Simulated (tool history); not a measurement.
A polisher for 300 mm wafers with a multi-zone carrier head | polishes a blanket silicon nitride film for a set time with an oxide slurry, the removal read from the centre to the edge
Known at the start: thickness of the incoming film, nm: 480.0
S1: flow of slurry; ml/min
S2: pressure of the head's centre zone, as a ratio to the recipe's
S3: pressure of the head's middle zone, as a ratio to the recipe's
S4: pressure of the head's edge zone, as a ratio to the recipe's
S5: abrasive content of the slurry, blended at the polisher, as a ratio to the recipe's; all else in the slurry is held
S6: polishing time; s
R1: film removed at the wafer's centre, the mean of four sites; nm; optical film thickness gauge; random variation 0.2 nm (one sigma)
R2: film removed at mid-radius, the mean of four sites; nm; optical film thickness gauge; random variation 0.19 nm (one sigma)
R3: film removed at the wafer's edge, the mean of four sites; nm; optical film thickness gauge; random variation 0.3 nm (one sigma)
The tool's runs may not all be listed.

| run | day | S1 | S2 | S3 | S4 | S5 | S6 | R1 | R2 | R3 |
|---|---|---|---|---|---|---|---|---|---|---|
| 1 | 0 | 200 | 1 | 1 | 1 | 1 | 40 | 32.873 | 31.336 | 32.125 |
| 2 | 0.233 | 200 | 1 | 0.93 | 1 | 1 | 40 | 32.025 | 30.334 | 32.271 |
| 3 | 0.496 | 200 | 1 | 0.87 | 1 | 1 | 40 | 32.338 | 29.024 | 32.017 |
| 4 | 0.575 | 200 | 1 | 0.87 | 1.05 | 1 | 40 | 31.568 | 28.87 | 33.651 |
| 5 | 0.888 | 200 | 1 | 0.94 | 1.05 | 1 | 40 | 32.68 | 30.779 | 33.76 |
| 6 | 0.929 | 190 | 0.97 | 0.92 | 0.98 | 0.85 | 40 | 29.166 | 28.259 | 29.968 |

Run 7 comes next. What will it give?
| 7 | 1.233 | 185 | 0.96 | 0.9 | 0.94 | 0.75 | 39 | ? | ? | ? |

Run 7 gave R1 26.628 nm, R2 25.411 nm, R3 26.959 nm.

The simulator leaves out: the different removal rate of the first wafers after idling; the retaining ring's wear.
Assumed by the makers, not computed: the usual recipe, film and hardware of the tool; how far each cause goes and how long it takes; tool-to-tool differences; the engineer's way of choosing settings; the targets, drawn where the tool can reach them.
